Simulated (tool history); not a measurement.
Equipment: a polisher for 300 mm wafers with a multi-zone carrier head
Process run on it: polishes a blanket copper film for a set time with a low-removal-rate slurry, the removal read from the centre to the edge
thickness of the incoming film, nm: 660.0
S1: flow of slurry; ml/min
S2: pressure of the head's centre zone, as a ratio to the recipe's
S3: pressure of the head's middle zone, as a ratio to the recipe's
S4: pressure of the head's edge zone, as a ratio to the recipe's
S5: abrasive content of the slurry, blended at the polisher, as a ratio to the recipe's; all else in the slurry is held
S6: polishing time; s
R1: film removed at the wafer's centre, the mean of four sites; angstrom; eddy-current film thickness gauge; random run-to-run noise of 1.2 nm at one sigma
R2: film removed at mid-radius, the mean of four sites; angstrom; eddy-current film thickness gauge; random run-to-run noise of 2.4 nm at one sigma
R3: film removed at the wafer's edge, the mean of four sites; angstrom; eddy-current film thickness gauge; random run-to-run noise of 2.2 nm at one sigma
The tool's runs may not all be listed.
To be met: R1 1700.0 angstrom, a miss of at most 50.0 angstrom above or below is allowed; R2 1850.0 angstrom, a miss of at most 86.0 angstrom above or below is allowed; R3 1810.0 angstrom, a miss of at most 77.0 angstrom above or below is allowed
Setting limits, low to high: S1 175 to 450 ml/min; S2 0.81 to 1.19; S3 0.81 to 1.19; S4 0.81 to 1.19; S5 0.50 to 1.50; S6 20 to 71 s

Run 1, day 0.000: S1 290 ml/min, S2 1.00, S3 1.00, S4 1.00, S5 1.00, S6 45 s. Result: R1 1400.0 angstrom, R2 1399.3 angstrom, R3 1474.9 angstrom.
Run 2, day 0.075: S1 290 ml/min, S2 1.01, S3 1.02, S4 1.02, S5 1.10, S6 45 s. Result: R1 1447.7 angstrom, R2 1492.1 angstrom, R3 1491.2 angstrom.
Run 3, day 0.404: S1 290 ml/min, S2 0.96, S3 1.02, S4 1.02, S5 1.10, S6 45 s. Result: R1 1389.7 angstrom, R2 1446.5 angstrom, R3 1493.2 angstrom.
Run 4, day 0.738: S1 335 ml/min, S2 0.96, S3 1.02, S4 1.02, S5 1.10, S6 45 s. Result: R1 1404.0 angstrom, R2 1488.3 angstrom, R3 1499.3 angstrom.
Run 5, day 0.950: S1 365 ml/min, S2 0.96, S3 1.02, S4 1.02, S5 1.10, S6 45 s. Result: R1 1403.8 angstrom, R2 1531.3 angstrom, R3 1493.3 angstrom.
Run 6, day 1.250: S1 355 ml/min, S2 0.96, S3 1.02, S4 1.03, S5 1.15, S6 46 s. Result: R1 1465.6 angstrom, R2 1517.2 angstrom, R3 1593.4 angstrom.
Run 7, day 1.483: S1 355 ml/min, S2 0.97, S3 1.04, S4 1.05, S5 1.20, S6 46 s. Result: R1 1486.3 angstrom, R2 1613.1 angstrom, R3 1592.8 angstrom.
Run 8, day 1.725: S1 355 ml/min, S2 0.98, S3 1.04, S4 1.06, S5 1.25, S6 46 s. Result: R1 1502.0 angstrom, R2 1590.0 angstrom, R3 1609.6 angstrom.
Run 9, day 1.750: S1 355 ml/min, S2 0.99, S3 1.05, S4 1.07, S5 1.30, S6 46 s. Result: R1 1556.9 angstrom, R2 1621.9 angstrom, R3 1636.9 angstrom.
Run 10, day 1.975: S1 355 ml/min, S2 0.99, S3 1.06, S4 1.08, S5 1.35, S6 46 s. Result: R1 1570.8 angstrom, R2 1636.9 angstrom, R3 1674.0 angstrom.
Run 11, day 2.271: S1 355 ml/min, S2 0.99, S3 1.07, S4 1.09, S5 1.40, S6 46 s. Result: R1 1595.0 angstrom, R2 1683.7 angstrom, R3 1673.8 angstrom.
Run 12, day 2.292: S1 355 ml/min, S2 0.99, S3 1.08, S4 1.10, S5 1.40, S6 46 s. Result: R1 1587.3 angstrom, R2 1660.1 angstrom, R3 1752.7 angstrom.
Run 13, day 2.408: S1 360 ml/min, S2 1.00, S3 1.09, S4 1.10, S5 1.40, S6 46 s. Result: R1 1613.0 angstrom, R2 1702.5 angstrom, R3 1696.7 angstrom.
Run 14, day 2.529: S1 360 ml/min, S2 1.00, S3 1.10, S4 1.11, S5 1.40, S6 46 s. Result: R1 1588.0 angstrom, R2 1687.8 angstrom, R3 1723.8 angstrom.
Run 15, day 2.650: S1 360 ml/min, S2 1.00, S3 1.11, S4 1.11, S5 1.40, S6 46 s. Result: R1 1603.5 angstrom, R2 1733.8 angstrom, R3 1692.5 angstrom.
Run 16, day 2.804: S1 360 ml/min, S2 1.00, S3 1.12, S4 1.12, S5 1.40, S6 46 s. Result: R1 1598.4 angstrom, R2 1744.3 angstrom, R3 1718.6 angstrom.
Run 17, day 3.071: S1 360 ml/min, S2 1.00, S3 1.13, S4 1.13, S5 1.40, S6 46 s. Result: R1 1600.7 angstrom, R2 1730.8 angstrom, R3 1760.7 angstrom.
Run 18, day 3.371: S1 360 ml/min, S2 1.00, S3 1.13, S4 1.13, S5 1.40, S6 46 s. Result: R1 1605.8 angstrom, R2 1766.5 angstrom, R3 1705.6 angstrom.
Run 19, day 3.725: S1 360 ml/min, S2 1.00, S3 1.13, S4 1.14, S5 1.40, S6 46 s. Result: R1 1588.7 angstrom, R2 1698.8 angstrom, R3 1719.2 angstrom.
Run 20, day 3.900: S1 360 ml/min, S2 1.00, S3 1.14, S4 1.14, S5 1.40, S6 46 s. Result: R1 1611.1 angstrom, R2 1737.9 angstrom, R3 1741.7 angstrom.
Run 21, day 4.138: S1 360 ml/min, S2 1.00, S3 1.15, S4 1.14, S5 1.40, S6 46 s. Result: R1 1591.8 angstrom, R2 1759.1 angstrom, R3 1755.9 angstrom.
Run 22, day 4.508: S1 360 ml/min, S2 1.01, S3 1.16, S4 1.14, S5 1.40, S6 46 s. Result: R1 1624.5 angstrom, R2 1812.4 angstrom, R3 1726.1 angstrom.
Run 23, day 4.775: S1 360 ml/min, S2 1.01, S3 1.16, S4 1.15, S5 1.40, S6 46 s. Result: R1 1621.1 angstrom, R2 1789.5 angstrom, R3 1759.2 angstrom.

4 candidate next runs follow, results not yet known. Just one meets every target within its allowed miss. Identify it.
Run A, day 5.042: S1 435 ml/min, S2 1.00, S3 1.12, S4 1.15, S5 1.35, S6 46 s. Result: R1 ?, R2 ?, R3 ?.
Run B, day 5.042: S1 375 ml/min, S2 1.19, S3 1.06, S4 1.19, S5 1.50, S6 44 s. Result: R1 ?, R2 ?, R3 ?.
Run C, day 5.042: S1 335 ml/min, S2 1.12, S3 1.14, S4 1.13, S5 1.35, S6 45 s. Result: R1 ?, R2 ?, R3 ?.
Run D, day 5.042: S1 350 ml/min, S2 1.04, S3 1.19, S4 1.18, S5 1.40, S6 47 s. Result: R1 ?, R2 ?, R3 ?.

move      R1      R2      R3
   A  1608.4  1786.3  1730.6
   B  1805.1  1669.1  1716.7
   C  1692.8  1736.7  1654.9
   D  1685.3  1896.3  1784.7
A: the biggest miss grows against the last run
B: carries the result that was furthest off beyond its target, to the other side
C: the worst result of the last run now meets its target, but another is out of spec
D: in spec on every target
The right move is D.

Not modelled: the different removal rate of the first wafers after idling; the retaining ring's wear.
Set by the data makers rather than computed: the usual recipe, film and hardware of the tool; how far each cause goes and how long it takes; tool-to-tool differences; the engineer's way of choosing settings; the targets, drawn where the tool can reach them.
